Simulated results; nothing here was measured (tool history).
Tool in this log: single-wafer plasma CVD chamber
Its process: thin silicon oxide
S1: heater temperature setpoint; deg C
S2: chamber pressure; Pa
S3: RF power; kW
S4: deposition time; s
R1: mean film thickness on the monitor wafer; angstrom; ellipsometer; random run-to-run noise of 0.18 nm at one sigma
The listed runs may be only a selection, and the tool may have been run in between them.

Run 1, hour 0: S1 395 deg C, S2 115.7 Pa, S3 0.325 kW, S4 12.19 s. Result: R1 275.44 angstrom.
Run 2, hour 4.3: S1 405 deg C, S2 115.7 Pa, S3 0.325 kW, S4 12.19 s. Result: R1 270.71 angstrom.
Run 3, hour 11.2: S1 404 deg C, S2 123.6 Pa, S3 0.325 kW, S4 12.19 s. Result: R1 288.51 angstrom.
Run 4, hour 16.3: S1 404 deg C, S2 129.6 Pa, S3 0.325 kW, S4 12.19 s. Result: R1 302.97 angstrom.
Run 5, hour 20.2: S1 404 deg C, S2 129.6 Pa, S3 0.355 kW, S4 12.19 s. Result: R1 312 angstrom.
Run 6, hour 25.9: S1 404 deg C, S2 129.6 Pa, S3 0.335 kW, S4 12.19 s. Result: R1 303.81 angstrom.

Run 7, settings as shown, results not yet in. Your forecast:
Run 7, hour 32.4: S1 404 deg C, S2 129.6 Pa, S3 0.335 kW, S4 12.19 s. Result: R1 ?.

R1: 304.85 angstrom

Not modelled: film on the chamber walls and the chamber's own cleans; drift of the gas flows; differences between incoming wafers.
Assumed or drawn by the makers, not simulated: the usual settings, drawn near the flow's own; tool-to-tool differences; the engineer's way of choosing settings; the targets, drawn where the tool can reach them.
